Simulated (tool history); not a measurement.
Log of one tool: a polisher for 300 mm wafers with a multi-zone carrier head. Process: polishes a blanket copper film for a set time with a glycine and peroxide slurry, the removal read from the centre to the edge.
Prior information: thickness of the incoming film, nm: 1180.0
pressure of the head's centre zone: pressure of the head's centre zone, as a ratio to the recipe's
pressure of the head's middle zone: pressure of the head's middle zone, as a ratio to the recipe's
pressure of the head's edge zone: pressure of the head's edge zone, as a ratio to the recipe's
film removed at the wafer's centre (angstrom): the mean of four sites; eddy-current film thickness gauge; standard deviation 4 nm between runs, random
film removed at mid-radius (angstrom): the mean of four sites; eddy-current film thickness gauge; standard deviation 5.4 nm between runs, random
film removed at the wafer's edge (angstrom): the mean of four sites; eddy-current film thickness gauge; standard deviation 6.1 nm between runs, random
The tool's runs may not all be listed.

| run | hour | flow of slurry (ml/min) | pressure of the head's centre zone | pressure of the head's middle zone | pressure of the head's edge zone | polishing time (s) | film removed at the wafer's centre (angstrom) | film removed at mid-radius (angstrom) | film removed at the wafer's edge (angstrom) |
|---|---|---|---|---|---|---|---|---|---|
| 1 | 0 | 205 | 1 | 1 | 1 | 67 | 3510.3 | 3526.9 | 3484.1 |
| 2 | 2.2 | 205 | 1 | 0.95 | 1 | 67 | 3498.6 | 3306.8 | 3440.7 |
| 3 | 4.9 | 210 | 1.02 | 0.97 | 1.03 | 70 | 3735.6 | 3506.6 | 3705 |
| 4 | 9.5 | 210 | 1.02 | 0.97 | 1.09 | 70 | 3668.3 | 3607.1 | 3796 |
| 5 | 10.1 | 220 | 1.05 | 0.99 | 1.1 | 73 | 3992.1 | 3811.7 | 3921.4 |
| 6 | 18.8 | 220 | 1.06 | 0.99 | 1.11 | 76 | 4178.5 | 3907.2 | 4213.1 |
| 7 | 23.7 | 225 | 1.08 | 1.01 | 1.12 | 78 | 4415.1 | 4149.7 | 4403 |
| 8 | 26.2 | 230 | 1.1 | 1.03 | 1.13 | 79 | 4683.6 | 4247.8 | 4420.7 |

For run 9, what comes out?
| 9 | 33.7 | 230 | 1.1 | 1.04 | 1.14 | 81 | ? | ? | ? |

{"run 9": {"film removed at the wafer's centre (angstrom)": 4707.6, "film removed at mid-radius (angstrom)": 4408.2, "film removed at the wafer's edge (angstrom)": 4531.7}}

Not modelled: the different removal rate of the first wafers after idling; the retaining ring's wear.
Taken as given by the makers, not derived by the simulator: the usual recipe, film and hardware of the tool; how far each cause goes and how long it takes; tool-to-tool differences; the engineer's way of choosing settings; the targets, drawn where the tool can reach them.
